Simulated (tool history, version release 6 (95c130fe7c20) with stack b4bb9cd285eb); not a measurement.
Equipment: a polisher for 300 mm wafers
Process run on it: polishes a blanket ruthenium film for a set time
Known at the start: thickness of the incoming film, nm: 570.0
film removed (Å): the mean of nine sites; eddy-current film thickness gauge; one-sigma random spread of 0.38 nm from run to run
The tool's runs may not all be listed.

run,day,flow of slurry (ml/min),pressure of the wafer on the pad (kPa),speed of the pad under the wafer (m/s),polishing time (s),film removed (Å)
1,0,190,14.5,0.86,25,315.86
2,0.1,195,15.2,0.86,25,327.73
3,0.425,215,15.2,0.86,25,335.05
4,0.767,220,15.9,0.86,25,348.18
5,0.979,220,16.5,0.86,25,361.93
6,1.046,220,16.5,0.86,22,315.57
7,1.404,220,17.2,0.88,22,332.03
8,1.496,225,17.9,0.92,22,359.82
9,1.825,225,17.9,0.92,22,361.81

Run 10 comes next. What will it give?
10,1.942,225,18.6,0.94,22,?

{"run 10": {"film removed (Å)": 377.44}}
